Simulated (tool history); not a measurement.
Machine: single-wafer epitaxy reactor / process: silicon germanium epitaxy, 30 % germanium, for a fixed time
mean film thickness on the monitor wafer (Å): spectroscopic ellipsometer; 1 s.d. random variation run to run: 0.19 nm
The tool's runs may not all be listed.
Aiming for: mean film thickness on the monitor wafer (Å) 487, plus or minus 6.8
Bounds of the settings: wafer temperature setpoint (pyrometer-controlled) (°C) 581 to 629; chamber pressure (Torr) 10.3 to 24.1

run  hour  wafer temperature setpoint (pyrometer-controlled) (°C)  chamber pressure (Torr)  mean film thickness on the monitor wafer (Å)
  1     0                                                     605                     17.2                                        638.05
  2     4                                                     601                     17.2                                        597.25
  3  12.2                                                     612                     17.2                                        707.49
  4  16.9                                                     612                     14.8                                         658.1
  5  24.5                                                     622                     14.8                                        765.73
  6  31.3                                                     611                     14.8                                        646.23
  7  33.4                                                     599                     14.6                                        530.57
  8    42                                                     598                     14.6                                           525

Next run, 5 choices. One meets every target within its allowed miss, the rest don't. Which?
  A  50.6                                                     594                     15.6                                             ?
  B  50.6                                                     597                     13.3                                             ?
  C  50.6                                                     592                     16.9                                             ?
  D  50.6                                                     596                     14.7                                             ?
  E  50.6                                                     600                       13                                             ?

move  mean film thickness on the monitor wafer (Å)
   A                                        502.72
   B                                         485.6
   C                                        506.67
   D                                        503.67
   E                                        503.42
A: better than the last run, though not everything is in spec
B: every result lands within tolerance
C: better than the last run, though not everything is in spec
D: better than the last run, though not everything is in spec
E: better than the last run, though not everything is in spec
Go with B: it meets all targets.
